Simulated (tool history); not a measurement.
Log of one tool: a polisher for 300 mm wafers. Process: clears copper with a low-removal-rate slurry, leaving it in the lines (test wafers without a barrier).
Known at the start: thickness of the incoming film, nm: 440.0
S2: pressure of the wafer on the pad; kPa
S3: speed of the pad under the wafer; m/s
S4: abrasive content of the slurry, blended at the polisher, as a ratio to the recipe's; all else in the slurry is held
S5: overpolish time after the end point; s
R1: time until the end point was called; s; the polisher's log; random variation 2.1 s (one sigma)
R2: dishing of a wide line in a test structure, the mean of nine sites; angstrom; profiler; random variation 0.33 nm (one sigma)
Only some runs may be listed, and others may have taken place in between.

Run 1, hour 0: flow of slurry (ml/min) 205, S2 27.6 kPa, S3 0.82 m/s, S4 1, S5 15 s. Result: R1 157.36 s, R2 298.03 angstrom.
Run 2, hour 1.8: flow of slurry (ml/min) 205, S2 27.6 kPa, S3 0.84 m/s, S4 1, S5 12 s. Result: R1 153.5 s, R2 249.98 angstrom.
Run 3, hour 8.9: flow of slurry (ml/min) 205, S2 27.6 kPa, S3 0.84 m/s, S4 1, S5 17 s. Result: R1 155.84 s, R2 336.33 angstrom.
Run 4, hour 17.7: flow of slurry (ml/min) 205, S2 27.6 kPa, S3 0.84 m/s, S4 1, S5 14 s. Result: R1 147.66 s, R2 275.9 angstrom.
Run 5, hour 23.6: flow of slurry (ml/min) 205, S2 27.6 kPa, S3 0.72 m/s, S4 1, S5 14 s. Result: R1 176.9 s, R2 258.72 angstrom.
Run 6, hour 26.5: flow of slurry (ml/min) 205, S2 27.6 kPa, S3 0.72 m/s, S4 1, S5 18 s. Result: R1 182.77 s, R2 313.97 angstrom.
Run 7, hour 33.6: flow of slurry (ml/min) 210, S2 29.6 kPa, S3 0.86 m/s, S4 1.05, S5 11 s. Result: R1 136.91 s, R2 250.33 angstrom.
Run 8, hour 41.3: flow of slurry (ml/min) 215, S2 29.6 kPa, S3 0.86 m/s, S4 1.1, S5 9 s. Result: R1 134.76 s, R2 217.83 angstrom.

For run 9, what comes out?
Run 9, hour 44.2: flow of slurry (ml/min) 215, S2 29.6 kPa, S3 0.86 m/s, S4 1.1, S5 8 s. Result: R1 ?, R2 ?.

Run 9 yielded R1 135.25 s, R2 199.42 angstrom.

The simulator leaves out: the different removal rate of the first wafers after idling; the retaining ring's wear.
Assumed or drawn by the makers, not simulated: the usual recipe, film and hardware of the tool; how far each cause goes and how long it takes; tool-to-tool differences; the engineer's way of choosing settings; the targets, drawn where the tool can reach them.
